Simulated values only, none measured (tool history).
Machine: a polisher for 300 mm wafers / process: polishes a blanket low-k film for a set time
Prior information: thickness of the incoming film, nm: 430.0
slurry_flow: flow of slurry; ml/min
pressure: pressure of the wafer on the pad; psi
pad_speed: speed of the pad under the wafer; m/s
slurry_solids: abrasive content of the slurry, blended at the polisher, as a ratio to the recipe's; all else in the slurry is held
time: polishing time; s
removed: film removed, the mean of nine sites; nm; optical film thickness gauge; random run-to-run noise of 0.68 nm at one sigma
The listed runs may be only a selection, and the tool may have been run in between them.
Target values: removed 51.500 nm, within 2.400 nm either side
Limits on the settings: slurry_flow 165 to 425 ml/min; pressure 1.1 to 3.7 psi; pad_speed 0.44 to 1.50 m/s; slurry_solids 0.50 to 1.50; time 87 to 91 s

run	hour	slurry_flow	pressure	pad_speed	slurry_solids	time	removed
1	0.0	275	2.4	0.96	1.00	87	32.999
2	1.7	275	2.5	0.96	1.00	87	34.062
3	2.9	220	2.5	0.96	1.00	87	32.665
4	11.6	225	2.6	0.96	1.00	87	33.674
5	18.2	230	2.7	0.96	1.00	87	35.042
6	24.2	230	2.3	0.96	1.00	87	31.057
7	30.9	230	2.3	0.96	1.00	87	30.011
8	35.6	230	2.3	0.96	1.00	87	30.475
9	40.5	235	2.4	0.96	1.00	87	32.845
# hour 43.0: slurry blender recalibrated
10	43.0	250	3.0	1.00	1.00	87	44.601
11	45.4	255	3.0	1.00	1.00	87	44.322

Of the 4 settings listed for the next run, only one would bring every result within its allowed miss of target. Which one?
A	47.8	260	2.9	1.30	1.00	90	?
B	47.8	225	3.5	1.00	1.00	90	?
C	47.8	205	3.4	1.12	1.20	91	?
D	47.8	280	3.7	1.00	1.05	91	?

move	removed
A	55.717
B	51.406
C	58.595
D	56.649
A: moves the result that the last run missed by most past its target, out the other side
B: meets every target
C: moves the result that the last run missed by most past its target, out the other side
D: moves the result that the last run missed by most past its target, out the other side
B meets every target.

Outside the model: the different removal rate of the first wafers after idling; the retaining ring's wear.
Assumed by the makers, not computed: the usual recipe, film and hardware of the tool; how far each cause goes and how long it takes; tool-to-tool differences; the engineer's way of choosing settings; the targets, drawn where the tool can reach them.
